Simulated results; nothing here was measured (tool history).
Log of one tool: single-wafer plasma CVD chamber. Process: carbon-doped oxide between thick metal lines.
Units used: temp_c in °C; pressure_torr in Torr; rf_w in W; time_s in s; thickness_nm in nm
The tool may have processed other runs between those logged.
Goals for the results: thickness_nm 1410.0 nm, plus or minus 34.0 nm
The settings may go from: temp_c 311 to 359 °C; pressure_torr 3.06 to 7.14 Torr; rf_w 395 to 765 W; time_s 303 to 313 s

{"run": 1, "hour": 0.0, "temp_c": 335, "pressure_torr": 5.1, "rf_w": 580, "time_s": 303, "thickness_nm": 1761.7}
{"run": 2, "hour": 6.7, "temp_c": 336, "pressure_torr": 4.97, "rf_w": 565, "time_s": 303, "thickness_nm": 1728.0}
{"run": 3, "hour": 9.6, "temp_c": 337, "pressure_torr": 4.86, "rf_w": 550, "time_s": 303, "thickness_nm": 1678.7}
{"run": 4, "hour": 13.4, "temp_c": 338, "pressure_torr": 4.73, "rf_w": 540, "time_s": 303, "thickness_nm": 1652.6}
{"run": 5, "hour": 14.6, "temp_c": 339, "pressure_torr": 4.61, "rf_w": 530, "time_s": 303, "thickness_nm": 1606.5}
{"run": 6, "hour": 18.9, "temp_c": 340, "pressure_torr": 4.49, "rf_w": 525, "time_s": 303, "thickness_nm": 1600.1}
{"run": 7, "hour": 25.0, "temp_c": 341, "pressure_torr": 4.39, "rf_w": 520, "time_s": 303, "thickness_nm": 1567.6}
{"run": 8, "hour": 27.5, "temp_c": 342, "pressure_torr": 4.29, "rf_w": 515, "time_s": 303, "thickness_nm": 1555.8}
{"run": 9, "hour": 31.3, "temp_c": 343, "pressure_torr": 4.2, "rf_w": 510, "time_s": 303, "thickness_nm": 1531.2}
{"run": 10, "hour": 34.7, "temp_c": 343, "pressure_torr": 4.2, "rf_w": 510, "time_s": 303, "thickness_nm": 1536.1}
{"run": 11, "hour": 39.4, "temp_c": 344, "pressure_torr": 4.12, "rf_w": 505, "time_s": 303, "thickness_nm": 1517.3}
{"run": 12, "hour": 48.0, "temp_c": 345, "pressure_torr": 4.05, "rf_w": 500, "time_s": 303, "thickness_nm": 1492.9}
{"run": 13, "hour": 49.8, "temp_c": 346, "pressure_torr": 4.0, "rf_w": 500, "time_s": 303, "thickness_nm": 1483.8}

Exactly one of the 5 candidate moves below puts every result within its allowed miss. Which one?
{"run": "A", "hour": 51.6, "temp_c": 359, "pressure_torr": 4.21, "rf_w": 445, "time_s": 303, "thickness_nm": "?"}
{"run": "B", "hour": 51.6, "temp_c": 340, "pressure_torr": 3.67, "rf_w": 525, "time_s": 303, "thickness_nm": "?"}
{"run": "C", "hour": 51.6, "temp_c": 346, "pressure_torr": 3.69, "rf_w": 445, "time_s": 303, "thickness_nm": "?"}
{"run": "D", "hour": 51.6, "temp_c": 338, "pressure_torr": 3.06, "rf_w": 475, "time_s": 303, "thickness_nm": "?"}
{"run": "E", "hour": 51.6, "temp_c": 346, "pressure_torr": 4.06, "rf_w": 510, "time_s": 303, "thickness_nm": "?"}

move=A thickness_nm=1325.2
move=B thickness_nm=1540.5
move=C thickness_nm=1339.9
move=D thickness_nm=1410.3
move=E thickness_nm=1508.1
A: moves the result that the last run missed by most past its target, out the other side
B: lands further from the targets than the last run did
C: moves the result that the last run missed by most past its target, out the other side
D: all results in spec
E: lands further from the targets than the last run did
The move that meets every target is D.
